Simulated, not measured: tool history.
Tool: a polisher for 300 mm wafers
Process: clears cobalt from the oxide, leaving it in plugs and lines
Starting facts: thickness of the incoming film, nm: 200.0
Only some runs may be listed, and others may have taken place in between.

run    day  flow of slurry (ml/min)  pressure of the wafer on the pad (psi)  speed of the pad under the wafer (cm/s)  overpolish time after the end point (s)  time until the end point was called (s)  dishing of a wide line in a test structure (angstrom)
  1  0.000                      215                                     1.4                                       80                                       23                                   78.102                                                 347.79
  2  0.158                      190                                     1.4                                       80                                       23                                   76.445                                                 334.75
  3  0.225                      195                                     1.5                                       80                                       25                                   72.740                                                 369.72
  4  0.250                      195                                     1.5                                       80                                       31                                   72.764                                                 425.41
  5  0.321                      195                                     1.6                                       80                                       30                                   67.152                                                 431.71
  6  0.362                      155                                     1.6                                       80                                       30                                   70.618                                                 414.20
  7  0.679                      175                                     1.7                                       80                                       30                                   65.029                                                 431.47
  8  0.892                      180                                     1.8                                       80                                       30                                   61.089                                                 448.54

What will run 9 give?
  9  1.012                      185                                     1.8                                       80                                       30                                        ?                                                      ?

time until the end point was called (s): 60.729
dishing of a wide line in a test structure (angstrom): 432.03

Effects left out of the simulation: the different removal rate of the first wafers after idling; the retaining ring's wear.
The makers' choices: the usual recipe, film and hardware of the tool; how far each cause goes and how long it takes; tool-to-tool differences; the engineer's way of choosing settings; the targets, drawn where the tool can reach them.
